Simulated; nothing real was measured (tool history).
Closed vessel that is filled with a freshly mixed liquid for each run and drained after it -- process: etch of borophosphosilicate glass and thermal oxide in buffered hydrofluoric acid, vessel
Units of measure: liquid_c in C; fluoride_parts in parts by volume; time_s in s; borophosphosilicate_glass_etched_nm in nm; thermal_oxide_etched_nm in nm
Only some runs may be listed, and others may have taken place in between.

run,day,liquid_c,fluoride_parts,time_s,borophosphosilicate_glass_etched_nm,thermal_oxide_etched_nm
1,0,21,12.5,60,112.11,37.877
2,0.158,18,12.5,60,95.554,31.887
3,0.5,17,12.5,60,89.739,30.389
4,0.633,17,12.5,50,74.7,24.83
5,0.896,17,12.5,35,51.591,17.623
6,1.146,17,12.5,30,44.897,15.031
7,1.392,17,12.5,30,44.686,14.934
# day 1.433: thermometer replaced
8,1.433,19,12,30,56.02,18.988

Expected results for the next run?
9,1.762,20.5,12,30,?,?

Run 9 yielded borophosphosilicate_glass_etched_nm 61.315 nm, thermal_oxide_etched_nm 20.686 nm.
